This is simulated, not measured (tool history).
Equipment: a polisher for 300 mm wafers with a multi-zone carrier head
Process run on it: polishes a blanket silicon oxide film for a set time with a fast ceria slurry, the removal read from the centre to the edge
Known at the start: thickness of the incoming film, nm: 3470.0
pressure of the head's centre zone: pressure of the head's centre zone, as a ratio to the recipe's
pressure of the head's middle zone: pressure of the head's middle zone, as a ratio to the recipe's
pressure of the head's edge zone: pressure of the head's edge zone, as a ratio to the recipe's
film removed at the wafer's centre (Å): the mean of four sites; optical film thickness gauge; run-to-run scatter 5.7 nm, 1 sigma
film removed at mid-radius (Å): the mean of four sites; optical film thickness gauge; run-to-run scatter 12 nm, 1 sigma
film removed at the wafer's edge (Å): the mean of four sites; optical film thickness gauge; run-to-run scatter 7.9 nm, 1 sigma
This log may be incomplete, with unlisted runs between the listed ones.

run,hour,flow of slurry (ml/min),pressure of the head's centre zone,pressure of the head's middle zone,pressure of the head's edge zone,polishing time (s),film removed at the wafer's centre (Å),film removed at mid-radius (Å),film removed at the wafer's edge (Å)
1,0.0,210,1.00,1.00,1.00,80,11551.0,11463.0,11743.0
2,8.2,210,1.00,0.93,1.00,80,11786.0,10909.0,11330.0
3,15.5,205,0.97,0.95,0.97,76,10603.0,10436.0,10619.0
4,17.4,200,0.95,0.96,0.95,73,9911.9,9936.5,10250.0
5,20.0,200,0.99,0.96,0.95,73,10493.0,10213.0,10383.0
6,23.0,200,0.99,0.96,0.91,73,10610.0,10079.0,10271.0
7,31.4,160,0.89,1.06,0.92,51,6238.3,7286.9,6791.2
8,36.5,165,0.88,1.07,0.93,52,6338.1,7482.1,7143.1
9,37.4,165,0.88,1.09,0.93,52,6318.4,7576.4,6988.9
10,43.3,165,0.87,1.10,0.94,52,6259.2,7819.6,6986.0

For run 11, what comes out?
11,48.0,165,0.87,1.10,0.94,52,?,?,?

Run 11 produced film removed at the wafer's centre (Å) 6191.9, film removed at mid-radius (Å) 7893.9, film removed at the wafer's edge (Å) 7106.4.

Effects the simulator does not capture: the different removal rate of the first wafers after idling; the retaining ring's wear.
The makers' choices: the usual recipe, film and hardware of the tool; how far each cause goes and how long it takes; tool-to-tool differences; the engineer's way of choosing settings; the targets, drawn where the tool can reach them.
